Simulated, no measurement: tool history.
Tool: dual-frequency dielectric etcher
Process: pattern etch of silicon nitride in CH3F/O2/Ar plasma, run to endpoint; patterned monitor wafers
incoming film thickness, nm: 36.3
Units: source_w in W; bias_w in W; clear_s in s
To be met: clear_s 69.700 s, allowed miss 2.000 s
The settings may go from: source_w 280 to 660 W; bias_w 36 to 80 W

{"run": 1, "hour": 0.0, "source_w": 470, "bias_w": 58, "clear_s": 56.33}
{"run": 2, "hour": 2.2, "source_w": 450, "bias_w": 56, "clear_s": 58.534}
{"run": 3, "hour": 5.5, "source_w": 430, "bias_w": 55, "clear_s": 61.158}
{"run": 4, "hour": 7.2, "source_w": 430, "bias_w": 48, "clear_s": 63.104}
{"run": 5, "hour": 13.0, "source_w": 430, "bias_w": 54, "clear_s": 61.346}
{"run": 6, "hour": 22.0, "source_w": 430, "bias_w": 60, "clear_s": 59.794}
{"run": 7, "hour": 27.4, "source_w": 420, "bias_w": 60, "clear_s": 59.949}
{"run": 8, "hour": 30.6, "source_w": 410, "bias_w": 60, "clear_s": 60.945}
{"run": 9, "hour": 31.8, "source_w": 400, "bias_w": 60, "clear_s": 62.582}
{"run": 10, "hour": 33.4, "source_w": 390, "bias_w": 60, "clear_s": 63.47}
{"run": 11, "hour": 36.3, "source_w": 290, "bias_w": 56, "clear_s": 82.721}
{"run": 12, "hour": 38.3, "source_w": 300, "bias_w": 56, "clear_s": 79.684}
{"run": 13, "hour": 44.1, "source_w": 400, "bias_w": 60, "clear_s": 63.095}
{"run": 14, "hour": 48.2, "source_w": 390, "bias_w": 60, "clear_s": 64.014}
{"run": 15, "hour": 50.1, "source_w": 370, "bias_w": 60, "clear_s": 65.919}

Which of these 5 next moves meets every target?
{"run": "A", "hour": 52.0, "source_w": 400, "bias_w": 61, "clear_s": "?"}
{"run": "B", "hour": 52.0, "source_w": 340, "bias_w": 60, "clear_s": "?"}
{"run": "C", "hour": 52.0, "source_w": 380, "bias_w": 69, "clear_s": "?"}
{"run": "D", "hour": 52.0, "source_w": 370, "bias_w": 65, "clear_s": "?"}
{"run": "E", "hour": 52.0, "source_w": 370, "bias_w": 66, "clear_s": "?"}

move=A clear_s=62.081
move=B clear_s=70.275
move=C clear_s=62.112
move=D clear_s=64.421
move=E clear_s=64.137
A: further off than the last run
B: meets every target
C: further off than the last run
D: further off than the last run
E: further off than the last run
The right move is B.
